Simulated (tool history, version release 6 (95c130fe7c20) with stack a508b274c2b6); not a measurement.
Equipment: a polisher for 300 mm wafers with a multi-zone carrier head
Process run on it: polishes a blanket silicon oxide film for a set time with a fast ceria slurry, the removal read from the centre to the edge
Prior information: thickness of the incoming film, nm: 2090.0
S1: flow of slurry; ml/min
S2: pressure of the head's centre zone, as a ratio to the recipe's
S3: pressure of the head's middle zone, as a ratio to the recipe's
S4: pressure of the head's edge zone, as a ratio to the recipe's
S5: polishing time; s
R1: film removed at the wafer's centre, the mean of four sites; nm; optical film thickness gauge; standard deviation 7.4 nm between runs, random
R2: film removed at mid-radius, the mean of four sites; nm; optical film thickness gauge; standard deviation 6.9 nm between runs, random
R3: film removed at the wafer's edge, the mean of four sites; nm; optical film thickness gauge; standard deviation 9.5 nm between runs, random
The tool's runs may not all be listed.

{"run": 1, "hour": 0.0, "S1": 185, "S2": 1.0, "S3": 1.0, "S4": 1.0, "S5": 48, "R1": 641.15, "R2": 656.8, "R3": 629.06}
{"run": 2, "hour": 8.8, "S1": 185, "S2": 1.0, "S3": 0.94, "S4": 1.0, "S5": 48, "R1": 646.82, "R2": 627.32, "R3": 631.52}
{"run": 3, "hour": 9.7, "S1": 195, "S2": 0.99, "S3": 0.98, "S4": 1.03, "S5": 49, "R1": 650.18, "R2": 678.52, "R3": 662.55}
{"run": 4, "hour": 17.5, "S1": 195, "S2": 0.99, "S3": 0.98, "S4": 1.03, "S5": 37, "R1": 504.45, "R2": 501.71, "R3": 495.54}
{"run": 5, "hour": 26.1, "S1": 205, "S2": 0.99, "S3": 1.01, "S4": 1.05, "S5": 40, "R1": 546.43, "R2": 562.22, "R3": 554.34}
{"run": 6, "hour": 30.0, "S1": 175, "S2": 0.99, "S3": 1.01, "S4": 1.05, "S5": 40, "R1": 528.58, "R2": 547.73, "R3": 530.66}

For run 7, what comes out?
{"run": 7, "hour": 38.2, "S1": 190, "S2": 1.0, "S3": 1.04, "S4": 1.07, "S5": 42, "R1": "?", "R2": "?", "R3": "?"}

R1: 562.27 nm
R2: 594.21 nm
R3: 570.52 nm
